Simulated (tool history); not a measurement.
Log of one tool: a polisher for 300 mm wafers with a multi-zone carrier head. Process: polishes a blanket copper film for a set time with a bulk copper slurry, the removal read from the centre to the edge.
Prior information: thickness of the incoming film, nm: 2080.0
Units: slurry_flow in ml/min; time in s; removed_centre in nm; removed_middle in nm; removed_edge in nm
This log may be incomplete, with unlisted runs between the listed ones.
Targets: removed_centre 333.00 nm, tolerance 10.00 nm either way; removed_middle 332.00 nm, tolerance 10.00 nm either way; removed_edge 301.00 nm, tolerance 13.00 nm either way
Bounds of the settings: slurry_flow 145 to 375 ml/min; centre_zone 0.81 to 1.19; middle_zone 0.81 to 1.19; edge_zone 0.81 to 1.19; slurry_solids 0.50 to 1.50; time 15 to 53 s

run 1 hour=0.0 | slurry_flow=240 centre_zone=1.00 middle_zone=1.00 edge_zone=1.00 slurry_solids=1.00 time=34 | removed_centre=455.35 removed_middle=468.59 removed_edge=463.85
run 2 hour=3.0 | slurry_flow=240 centre_zone=1.00 middle_zone=0.94 edge_zone=1.00 slurry_solids=1.00 time=34 | removed_centre=458.38 removed_middle=439.90 removed_edge=469.77
run 3 hour=11.7 | slurry_flow=245 centre_zone=1.01 middle_zone=0.95 edge_zone=0.97 slurry_solids=0.90 time=32 | removed_centre=433.97 removed_middle=412.41 removed_edge=419.87
run 4 hour=14.3 | slurry_flow=245 centre_zone=1.01 middle_zone=0.95 edge_zone=1.03 slurry_solids=0.90 time=32 | removed_centre=434.95 removed_middle=411.62 removed_edge=439.82
run 5 hour=22.8 | slurry_flow=245 centre_zone=1.01 middle_zone=0.89 edge_zone=1.03 slurry_solids=0.90 time=32 | removed_centre=436.89 removed_middle=386.60 removed_edge=426.67
run 6 hour=27.3 | slurry_flow=255 centre_zone=1.00 middle_zone=0.90 edge_zone=0.99 slurry_solids=0.80 time=31 | removed_centre=410.40 removed_middle=370.52 removed_edge=406.95
run 7 hour=32.0 | slurry_flow=245 centre_zone=1.01 middle_zone=0.92 edge_zone=0.96 slurry_solids=0.75 time=30 | removed_centre=396.75 removed_middle=366.44 removed_edge=386.98
run 8 hour=39.5 | slurry_flow=250 centre_zone=1.02 middle_zone=0.94 edge_zone=0.93 slurry_solids=0.70 time=29 | removed_centre=383.12 removed_middle=364.03 removed_edge=363.26
run 9 hour=43.2 | slurry_flow=225 centre_zone=1.01 middle_zone=0.94 edge_zone=0.83 slurry_solids=0.50 time=27 | removed_centre=330.99 removed_middle=310.83 removed_edge=307.49

5 candidate next runs follow, results not yet known. Just one meets every target within its allowed miss. Identify it.
run A hour=46.9 | slurry_flow=245 centre_zone=0.97 middle_zone=1.11 edge_zone=0.81 slurry_solids=0.55 time=26 | removed_centre=? removed_middle=? removed_edge=?
run B hour=46.9 | slurry_flow=235 centre_zone=1.02 middle_zone=1.01 edge_zone=0.81 slurry_solids=0.65 time=26 | removed_centre=? removed_middle=? removed_edge=?
run C hour=46.9 | slurry_flow=185 centre_zone=1.10 middle_zone=0.93 edge_zone=0.81 slurry_solids=0.50 time=26 | removed_centre=? removed_middle=? removed_edge=?
run D hour=46.9 | slurry_flow=190 centre_zone=0.99 middle_zone=0.89 edge_zone=0.85 slurry_solids=0.60 time=27 | removed_centre=? removed_middle=? removed_edge=?
run E hour=46.9 | slurry_flow=160 centre_zone=0.99 middle_zone=0.88 edge_zone=0.88 slurry_solids=0.50 time=29 | removed_centre=? removed_middle=? removed_edge=?

move=A removed_centre=319.46 removed_middle=354.83 removed_edge=306.46
move=B removed_centre=340.82 removed_middle=332.69 removed_edge=312.32
move=C removed_centre=340.32 removed_middle=288.94 removed_edge=293.97
move=D removed_centre=327.37 removed_middle=297.54 removed_edge=317.95
move=E removed_centre=330.85 removed_middle=299.20 removed_edge=329.05
A: moves the result that the last run missed by most past its target, out the other side
B: meets every target
C: moves away from the targets compared with the last run
D: moves away from the targets compared with the last run
E: moves away from the targets compared with the last run
The move that meets every target is B.
